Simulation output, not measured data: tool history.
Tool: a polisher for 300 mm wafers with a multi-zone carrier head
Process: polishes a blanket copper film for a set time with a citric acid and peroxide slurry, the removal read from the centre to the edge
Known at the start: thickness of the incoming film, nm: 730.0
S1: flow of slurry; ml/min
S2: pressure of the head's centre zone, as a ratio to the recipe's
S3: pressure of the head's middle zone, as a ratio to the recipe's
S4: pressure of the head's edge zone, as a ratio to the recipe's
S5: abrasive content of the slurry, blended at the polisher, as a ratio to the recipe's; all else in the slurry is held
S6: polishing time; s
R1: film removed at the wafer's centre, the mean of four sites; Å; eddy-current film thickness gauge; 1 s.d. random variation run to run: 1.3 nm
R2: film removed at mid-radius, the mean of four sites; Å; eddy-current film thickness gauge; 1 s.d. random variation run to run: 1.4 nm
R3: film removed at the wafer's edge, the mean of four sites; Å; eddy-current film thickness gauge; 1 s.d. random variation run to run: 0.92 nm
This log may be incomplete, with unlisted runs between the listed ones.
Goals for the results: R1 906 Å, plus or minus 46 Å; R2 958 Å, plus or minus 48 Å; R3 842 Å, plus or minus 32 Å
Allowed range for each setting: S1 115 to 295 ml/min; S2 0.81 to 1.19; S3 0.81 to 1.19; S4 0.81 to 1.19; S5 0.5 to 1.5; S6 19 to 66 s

{"run": 1, "hour": 0.0, "S1": 190, "S2": 1, "S3": 1, "S4": 1, "S5": 1, "S6": 42, "R1": 925.92, "R2": 991.75, "R3": 965.55}
{"run": 2, "hour": 6.7, "S1": 190, "S2": 1, "S3": 1, "S4": 0.98, "S5": 1, "S6": 42, "R1": 915.06, "R2": 980.29, "R3": 947.88}
{"run": 3, "hour": 7.8, "S1": 190, "S2": 1, "S3": 1, "S4": 1.01, "S5": 1, "S6": 42, "R1": 933.64, "R2": 981, "R3": 953.91}
{"run": 4, "hour": 13.7, "S1": 220, "S2": 1, "S3": 1, "S4": 1.01, "S5": 1, "S6": 42, "R1": 956.35, "R2": 1022.6, "R3": 980.41}
{"run": 5, "hour": 22.6, "S1": 220, "S2": 1.01, "S3": 1, "S4": 0.99, "S5": 0.95, "S6": 42, "R1": 937.51, "R2": 978.56, "R3": 967.37}
{"hour": 27.9, "done": "slurry nozzle cleaned"}
{"run": 6, "hour": 27.9, "S1": 220, "S2": 1.01, "S3": 1, "S4": 0.99, "S5": 0.85, "S6": 42, "R1": 968.17, "R2": 1028.2, "R3": 1000.2}
{"run": 7, "hour": 28.8, "S1": 215, "S2": 1.02, "S3": 1.01, "S4": 0.98, "S5": 0.9, "S6": 42, "R1": 1031, "R2": 1048.4, "R3": 1009.7}
{"run": 8, "hour": 34.9, "S1": 215, "S2": 1.02, "S3": 1.01, "S4": 0.97, "S5": 0.95, "S6": 42, "R1": 1027.4, "R2": 1049.7, "R3": 1010.9}
{"run": 9, "hour": 36.7, "S1": 210, "S2": 1.02, "S3": 1.02, "S4": 0.97, "S5": 0.95, "S6": 41, "R1": 1023.7, "R2": 1023.1, "R3": 981.45}
{"run": 10, "hour": 45.2, "S1": 205, "S2": 1.01, "S3": 1.03, "S4": 0.97, "S5": 0.95, "S6": 40, "R1": 954.23, "R2": 1028.7, "R3": 948.64}

Exercise: of the 4 proposed moves below, exactly one satisfies all targets within the stated allowed misses. Which move is it?
{"run": "A", "hour": 53.7, "S1": 215, "S2": 1.19, "S3": 1.19, "S4": 0.94, "S5": 1, "S6": 35, "R1": "?", "R2": "?", "R3": "?"}
{"run": "B", "hour": 53.7, "S1": 235, "S2": 0.96, "S3": 1.18, "S4": 0.93, "S5": 0.9, "S6": 36, "R1": "?", "R2": "?", "R3": "?"}
{"run": "C", "hour": 53.7, "S1": 195, "S2": 1.14, "S3": 1.08, "S4": 0.91, "S5": 1, "S6": 36, "R1": "?", "R2": "?", "R3": "?"}
{"run": "D", "hour": 53.7, "S1": 270, "S2": 1.02, "S3": 1.05, "S4": 0.9, "S5": 0.85, "S6": 36, "R1": "?", "R2": "?", "R3": "?"}

move=A R1=1003.2 R2=1047 R3=841.49
move=B R1=826.94 R2=1063.7 R3=853.28
move=C R1=971.09 R2=976.3 R3=844.37
move=D R1=885.99 R2=968.84 R3=844.37
A: brings the last run's worst result on target, with another outside its allowed miss
B: brings the last run's worst result on target, with another outside its allowed miss
C: brings the last run's worst result on target, with another outside its allowed miss
D: meets every target
The move that meets every target is D.
